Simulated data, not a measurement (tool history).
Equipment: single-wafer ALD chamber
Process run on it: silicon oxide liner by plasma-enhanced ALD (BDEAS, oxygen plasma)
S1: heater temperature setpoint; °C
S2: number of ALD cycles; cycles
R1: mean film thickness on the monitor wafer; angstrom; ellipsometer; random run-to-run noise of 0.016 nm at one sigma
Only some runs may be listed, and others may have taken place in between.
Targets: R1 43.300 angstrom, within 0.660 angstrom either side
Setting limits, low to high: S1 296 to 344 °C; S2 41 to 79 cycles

run 1 day=0.000 | S1=320 S2=60 | R1=57.847
run 2 day=0.212 | S1=324 S2=60 | R1=57.445
run 3 day=0.238 | S1=320 S2=60 | R1=58.383
run 4 day=0.358 | S1=320 S2=68 | R1=65.592
run 5 day=0.538 | S1=314 S2=68 | R1=65.864
run 6 day=0.842 | S1=314 S2=64 | R1=62.529
run 7 day=0.871 | S1=326 S2=54 | R1=51.905
run 8 day=1.062 | S1=327 S2=53 | R1=50.302
run 9 day=1.342 | S1=328 S2=52 | R1=49.399
run 10 day=1.479 | S1=331 S2=43 | R1=40.962

Which of these 5 next moves meets every target?
run A day=1.617 | S1=331 S2=41 | R1=?
run B day=1.617 | S1=342 S2=48 | R1=?
run C day=1.617 | S1=330 S2=42 | R1=?
run D day=1.617 | S1=338 S2=41 | R1=?
run E day=1.617 | S1=334 S2=46 | R1=?

move=A R1=38.870
move=B R1=44.756
move=C R1=39.878
move=D R1=38.463
move=E R1=43.415
A: further off than the last run
B: moves the result that the last run missed by most past its target, out the other side
C: further off than the last run
D: further off than the last run
E: every result lands within tolerance
Move E is the one to make.
